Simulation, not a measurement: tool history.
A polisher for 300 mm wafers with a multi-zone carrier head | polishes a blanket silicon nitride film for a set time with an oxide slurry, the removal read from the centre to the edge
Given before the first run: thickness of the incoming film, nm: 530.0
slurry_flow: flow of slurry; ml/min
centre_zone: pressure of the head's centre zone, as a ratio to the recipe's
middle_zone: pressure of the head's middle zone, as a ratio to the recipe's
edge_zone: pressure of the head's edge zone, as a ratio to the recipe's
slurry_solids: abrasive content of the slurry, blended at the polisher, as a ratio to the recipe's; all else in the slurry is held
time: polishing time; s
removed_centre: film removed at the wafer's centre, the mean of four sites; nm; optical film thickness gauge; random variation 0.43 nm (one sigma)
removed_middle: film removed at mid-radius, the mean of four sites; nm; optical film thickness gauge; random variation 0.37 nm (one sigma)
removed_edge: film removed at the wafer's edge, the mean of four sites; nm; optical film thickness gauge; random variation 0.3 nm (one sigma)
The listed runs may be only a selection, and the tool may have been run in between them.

run 1 hour=0 | slurry_flow=175 centre_zone=1 middle_zone=1 edge_zone=1 slurry_solids=1 time=73 | removed_centre=50.72 removed_middle=50.586 removed_edge=49.076
run 2 hour=7.6 | slurry_flow=175 centre_zone=1 middle_zone=1 edge_zone=1 slurry_solids=1 time=89 | removed_centre=60.724 removed_middle=62.251 removed_edge=59.56
run 3 hour=8.3 | slurry_flow=170 centre_zone=0.98 middle_zone=0.99 edge_zone=0.99 slurry_solids=0.95 time=89 | removed_centre=58.305 removed_middle=58.418 removed_edge=57.617
run 4 hour=13.5 | slurry_flow=165 centre_zone=0.96 middle_zone=1 edge_zone=0.99 slurry_solids=0.9 time=88 | removed_centre=52.854 removed_middle=56.71 removed_edge=54.841
run 5 hour=17.6 | slurry_flow=160 centre_zone=0.95 middle_zone=0.99 edge_zone=0.97 slurry_solids=0.85 time=88 | removed_centre=50.179 removed_middle=52.772 removed_edge=51.947
run 6 hour=23 | slurry_flow=160 centre_zone=0.95 middle_zone=0.99 edge_zone=0.97 slurry_solids=0.75 time=88 | removed_centre=48.013 removed_middle=48.993 removed_edge=48.193
run 7 hour=27.1 | slurry_flow=110 centre_zone=0.85 middle_zone=1.01 edge_zone=0.98 slurry_solids=0.6 time=86 | removed_centre=30.911 removed_middle=38.058 removed_edge=37.526
run 8 hour=32.9 | slurry_flow=115 centre_zone=0.85 middle_zone=1.01 edge_zone=0.98 slurry_solids=0.6 time=86 | removed_centre=31.772 removed_middle=38.144 removed_edge=37.81
run 9 hour=41.1 | slurry_flow=120 centre_zone=0.85 middle_zone=1.01 edge_zone=0.99 slurry_solids=0.6 time=86 | removed_centre=31.705 removed_middle=39.296 removed_edge=38.147
run 10 hour=46.1 | slurry_flow=125 centre_zone=0.85 middle_zone=1.01 edge_zone=1 slurry_solids=0.6 time=86 | removed_centre=33.045 removed_middle=39.391 removed_edge=39.194
run 11 hour=48.8 | slurry_flow=130 centre_zone=0.85 middle_zone=1.01 edge_zone=1 slurry_solids=0.6 time=86 | removed_centre=33.18 removed_middle=39.893 removed_edge=39.142
run 12 hour=53.2 | slurry_flow=135 centre_zone=0.85 middle_zone=1.01 edge_zone=1.01 slurry_solids=0.6 time=86 | removed_centre=33.248 removed_middle=39.835 removed_edge=39.433

Expected results for the next run?
run 13 hour=56.5 | slurry_flow=140 centre_zone=0.85 middle_zone=1.01 edge_zone=1.02 slurry_solids=0.6 time=86 | removed_centre=? removed_middle=? removed_edge=?

{"run 13": {"removed_centre": 33.277, "removed_middle": 40.733, "removed_edge": 39.932}}
